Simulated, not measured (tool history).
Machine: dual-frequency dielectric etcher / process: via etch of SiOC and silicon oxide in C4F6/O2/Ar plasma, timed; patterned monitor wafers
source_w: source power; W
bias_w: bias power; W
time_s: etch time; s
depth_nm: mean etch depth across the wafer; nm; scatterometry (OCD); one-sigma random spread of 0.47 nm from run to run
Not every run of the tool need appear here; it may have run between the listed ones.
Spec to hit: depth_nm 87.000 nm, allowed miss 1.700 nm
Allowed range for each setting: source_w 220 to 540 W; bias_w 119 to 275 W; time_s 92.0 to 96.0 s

{"run": 1, "hour": 0.0, "source_w": 380, "bias_w": 197, "time_s": 92.0, "depth_nm": 102.64}
{"run": 2, "hour": 7.6, "source_w": 360, "bias_w": 195, "time_s": 92.0, "depth_nm": 98.299}
{"run": 3, "hour": 15.1, "source_w": 360, "bias_w": 195, "time_s": 96.0, "depth_nm": 101.96}
{"run": 4, "hour": 20.9, "source_w": 300, "bias_w": 195, "time_s": 96.0, "depth_nm": 91.967}
{"run": 5, "hour": 25.9, "source_w": 360, "bias_w": 195, "time_s": 96.0, "depth_nm": 101.42}
{"run": 6, "hour": 31.7, "source_w": 350, "bias_w": 194, "time_s": 96.0, "depth_nm": 100.43}
{"run": 7, "hour": 35.9, "source_w": 350, "bias_w": 194, "time_s": 96.0, "depth_nm": 99.698}
{"run": 8, "hour": 38.0, "source_w": 340, "bias_w": 194, "time_s": 96.0, "depth_nm": 98.694}

Below are 4 possible settings for the next run. Only one of them brings all results inside the allowed miss of their targets. Which is it?
{"run": "A", "hour": 40.1, "source_w": 310, "bias_w": 196, "time_s": 94.5, "depth_nm": "?"}
{"run": "B", "hour": 40.1, "source_w": 340, "bias_w": 176, "time_s": 92.0, "depth_nm": "?"}
{"run": "C", "hour": 40.1, "source_w": 310, "bias_w": 182, "time_s": 92.0, "depth_nm": "?"}
{"run": "D", "hour": 40.1, "source_w": 300, "bias_w": 191, "time_s": 96.0, "depth_nm": "?"}

move=A depth_nm=93.086
move=B depth_nm=90.661
move=C depth_nm=87.431
move=D depth_nm=91.626
A: nearer the targets than the last run, but a result is still out of spec
B: nearer the targets than the last run, but a result is still out of spec
C: hits every target within its allowed miss
D: nearer the targets than the last run, but a result is still out of spec
The right move is C.
